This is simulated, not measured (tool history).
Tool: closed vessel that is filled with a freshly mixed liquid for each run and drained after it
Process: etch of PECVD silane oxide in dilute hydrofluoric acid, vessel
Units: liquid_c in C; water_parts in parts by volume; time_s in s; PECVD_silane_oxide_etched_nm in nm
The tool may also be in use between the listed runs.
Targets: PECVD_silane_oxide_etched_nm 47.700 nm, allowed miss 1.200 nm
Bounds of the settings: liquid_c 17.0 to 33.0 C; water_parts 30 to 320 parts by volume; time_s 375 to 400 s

run 1 hour=0.0 | liquid_c=25.0 water_parts=175 time_s=375 | PECVD_silane_oxide_etched_nm=54.671
run 2 hour=2.7 | liquid_c=24.5 water_parts=175 time_s=375 | PECVD_silane_oxide_etched_nm=53.685
run 3 hour=9.6 | liquid_c=24.5 water_parts=135 time_s=375 | PECVD_silane_oxide_etched_nm=72.573
run 4 hour=15.0 | liquid_c=24.5 water_parts=135 time_s=375 | PECVD_silane_oxide_etched_nm=72.942
run 5 hour=17.9 | liquid_c=24.5 water_parts=135 time_s=375 | PECVD_silane_oxide_etched_nm=72.382
run 6 hour=25.6 | liquid_c=24.5 water_parts=110 time_s=375 | PECVD_silane_oxide_etched_nm=90.321
run 7 hour=33.0 | liquid_c=23.5 water_parts=115 time_s=375 | PECVD_silane_oxide_etched_nm=82.540
run 8 hour=40.0 | liquid_c=22.5 water_parts=120 time_s=375 | PECVD_silane_oxide_etched_nm=75.404
run 9 hour=42.3 | liquid_c=22.0 water_parts=125 time_s=375 | PECVD_silane_oxide_etched_nm=71.458
run 10 hour=44.4 | liquid_c=21.5 water_parts=130 time_s=375 | PECVD_silane_oxide_etched_nm=65.810

4 next moves are on the table. One of them brings every result within its allowed miss. Which?
run A hour=46.5 | liquid_c=24.0 water_parts=195 time_s=375 | PECVD_silane_oxide_etched_nm=?
run B hour=46.5 | liquid_c=21.5 water_parts=185 time_s=400 | PECVD_silane_oxide_etched_nm=?
run C hour=46.5 | liquid_c=21.5 water_parts=165 time_s=375 | PECVD_silane_oxide_etched_nm=?
run D hour=46.5 | liquid_c=20.0 water_parts=160 time_s=390 | PECVD_silane_oxide_etched_nm=?

move=A PECVD_silane_oxide_etched_nm=45.589
move=B PECVD_silane_oxide_etched_nm=47.071
move=C PECVD_silane_oxide_etched_nm=50.495
move=D PECVD_silane_oxide_etched_nm=51.288
A: takes the result that was furthest off past its target
B: meets every target
C: nearer than the last run, and not there yet
D: nearer than the last run, and not there yet
Move B is the one to make.
